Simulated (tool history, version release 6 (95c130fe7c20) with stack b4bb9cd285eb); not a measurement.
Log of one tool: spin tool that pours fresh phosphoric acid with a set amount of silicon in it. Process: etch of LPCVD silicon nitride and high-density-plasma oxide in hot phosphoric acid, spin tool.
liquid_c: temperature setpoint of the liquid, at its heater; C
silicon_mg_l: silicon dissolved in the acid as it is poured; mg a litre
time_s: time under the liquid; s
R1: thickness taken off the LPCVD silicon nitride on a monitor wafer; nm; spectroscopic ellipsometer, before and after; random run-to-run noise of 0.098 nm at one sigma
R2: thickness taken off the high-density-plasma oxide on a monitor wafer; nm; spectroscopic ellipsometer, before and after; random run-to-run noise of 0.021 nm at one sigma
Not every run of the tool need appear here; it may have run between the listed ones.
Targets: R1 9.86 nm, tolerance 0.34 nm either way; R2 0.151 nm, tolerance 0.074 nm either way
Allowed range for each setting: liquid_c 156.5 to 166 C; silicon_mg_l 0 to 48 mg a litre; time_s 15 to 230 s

Run 1, day 0: liquid_c 161 C, silicon_mg_l 21 mg a litre, time_s 120 s. Result: R1 11.211 nm, R2 0.20251 nm.
Run 2, day 0.154: liquid_c 160.5 C, silicon_mg_l 21.5 mg a litre, time_s 120 s. Result: R1 11.212 nm, R2 0.21271 nm.
Run 3, day 0.242: liquid_c 160.5 C, silicon_mg_l 23 mg a litre, time_s 120 s. Result: R1 11.155 nm, R2 0.22635 nm.
Run 4, day 0.483: liquid_c 160.5 C, silicon_mg_l 32.5 mg a litre, time_s 120 s. Result: R1 11.127 nm, R2 0.10436 nm.
Run 5, day 0.579: liquid_c 160 C, silicon_mg_l 31.5 mg a litre, time_s 120 s. Result: R1 10.921 nm, R2 0.16021 nm.
Run 6, day 0.771: liquid_c 160 C, silicon_mg_l 32.5 mg a litre, time_s 120 s. Result: R1 10.685 nm, R2 0.1338 nm.
Run 7, day 0.842: liquid_c 159 C, silicon_mg_l 33 mg a litre, time_s 120 s. Result: R1 10.655 nm, R2 0.0853 nm.
Run 8, day 1.117: liquid_c 159 C, silicon_mg_l 31.5 mg a litre, time_s 120 s. Result: R1 10.548 nm, R2 0.13022 nm.
Run 9, day 1.396: liquid_c 159 C, silicon_mg_l 31 mg a litre, time_s 120 s. Result: R1 10.654 nm, R2 0.12249 nm.
Run 10, day 1.608: liquid_c 159 C, silicon_mg_l 30 mg a litre, time_s 120 s. Result: R1 10.574 nm, R2 0.13617 nm.
Run 11, day 1.658: liquid_c 159 C, silicon_mg_l 29.5 mg a litre, time_s 120 s. Result: R1 10.545 nm, R2 0.11485 nm.
Run 12, day 1.688: liquid_c 159 C, silicon_mg_l 28 mg a litre, time_s 120 s. Result: R1 10.637 nm, R2 0.13054 nm.
Run 13, day 2.029: liquid_c 159 C, silicon_mg_l 27 mg a litre, time_s 120 s. Result: R1 10.679 nm, R2 0.17287 nm.
Run 14, day 2.079: liquid_c 159 C, silicon_mg_l 27.5 mg a litre, time_s 120 s. Result: R1 10.501 nm, R2 0.1447 nm.
Run 15, day 2.275: liquid_c 159 C, silicon_mg_l 27 mg a litre, time_s 120 s. Result: R1 10.561 nm, R2 0.15476 nm.
Run 16, day 2.308: liquid_c 158.5 C, silicon_mg_l 26.5 mg a litre, time_s 120 s. Result: R1 10.383 nm, R2 0.1435 nm.
Run 17, day 2.458: liquid_c 158.5 C, silicon_mg_l 26 mg a litre, time_s 120 s. Result: R1 10.349 nm, R2 0.14605 nm.

Next run, 5 choices. One meets every target within its allowed miss, the rest don't. Which?
Run A, day 2.608: liquid_c 157 C, silicon_mg_l 39.5 mg a litre, time_s 135 s. Result: R1 ?, R2 ?.
Run B, day 2.608: liquid_c 160 C, silicon_mg_l 36.5 mg a litre, time_s 120 s. Result: R1 ?, R2 ?.
Run C, day 2.608: liquid_c 159.5 C, silicon_mg_l 24 mg a litre, time_s 110 s. Result: R1 ?, R2 ?.
Run D, day 2.608: liquid_c 158 C, silicon_mg_l 19.5 mg a litre, time_s 135 s. Result: R1 ?, R2 ?.
Run E, day 2.608: liquid_c 158.5 C, silicon_mg_l 29 mg a litre, time_s 125 s. Result: R1 ?, R2 ?.

move      R1        R2
   A  11.139  0.068296
   B  10.959  0.090636
   C   9.878   0.13415
   D  11.524    0.1686
   E  10.853   0.11868
A: lands further from the targets than the last run did
B: lands further from the targets than the last run did
C: meets every target
D: lands further from the targets than the last run did
E: lands further from the targets than the last run did
So the answer is move C, the one that meets all the targets.

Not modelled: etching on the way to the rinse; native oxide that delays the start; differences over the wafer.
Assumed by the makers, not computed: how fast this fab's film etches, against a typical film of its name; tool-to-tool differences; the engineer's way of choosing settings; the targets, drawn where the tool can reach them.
